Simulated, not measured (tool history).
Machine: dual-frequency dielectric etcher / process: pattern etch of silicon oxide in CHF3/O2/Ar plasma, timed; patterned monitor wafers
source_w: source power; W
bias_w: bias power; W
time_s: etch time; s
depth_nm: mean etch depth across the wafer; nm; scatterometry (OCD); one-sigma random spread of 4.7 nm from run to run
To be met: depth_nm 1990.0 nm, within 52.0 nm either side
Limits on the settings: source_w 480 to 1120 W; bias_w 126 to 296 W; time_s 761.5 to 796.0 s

run 1 day=0.000 | source_w=800 bias_w=211 time_s=761.5 | depth_nm=1748.9
run 2 day=0.092 | source_w=800 bias_w=175 time_s=761.5 | depth_nm=1618.7
run 3 day=0.138 | source_w=930 bias_w=175 time_s=761.5 | depth_nm=1701.8
run 4 day=0.271 | source_w=840 bias_w=175 time_s=761.5 | depth_nm=1647.1
-- day=0.633 source power generator calibrated
run 5 day=0.633 | source_w=880 bias_w=185 time_s=764.5 | depth_nm=1753.6
run 6 day=0.817 | source_w=920 bias_w=187 time_s=765.0 | depth_nm=1782.4
run 7 day=1.188 | source_w=950 bias_w=189 time_s=765.5 | depth_nm=1813.8
run 8 day=1.283 | source_w=980 bias_w=191 time_s=766.0 | depth_nm=1842.4
run 9 day=1.358 | source_w=1000 bias_w=194 time_s=766.5 | depth_nm=1866.4

Below are 4 possible settings for the next run. Only one of them brings all results inside the allowed miss of their targets. Which is it?
run A day=1.433 | source_w=920 bias_w=252 time_s=786.5 | depth_nm=?
run B day=1.433 | source_w=1060 bias_w=200 time_s=784.5 | depth_nm=?
run C day=1.433 | source_w=1050 bias_w=238 time_s=780.5 | depth_nm=?
run D day=1.433 | source_w=1060 bias_w=222 time_s=796.0 | depth_nm=?

move=A depth_nm=2066.2
move=B depth_nm=1967.3
move=C depth_nm=2094.0
move=D depth_nm=2082.6
A: moves the result that the last run missed by most past its target, out the other side
B: in spec on every target
C: moves the result that the last run missed by most past its target, out the other side
D: moves the result that the last run missed by most past its target, out the other side
Answer: B

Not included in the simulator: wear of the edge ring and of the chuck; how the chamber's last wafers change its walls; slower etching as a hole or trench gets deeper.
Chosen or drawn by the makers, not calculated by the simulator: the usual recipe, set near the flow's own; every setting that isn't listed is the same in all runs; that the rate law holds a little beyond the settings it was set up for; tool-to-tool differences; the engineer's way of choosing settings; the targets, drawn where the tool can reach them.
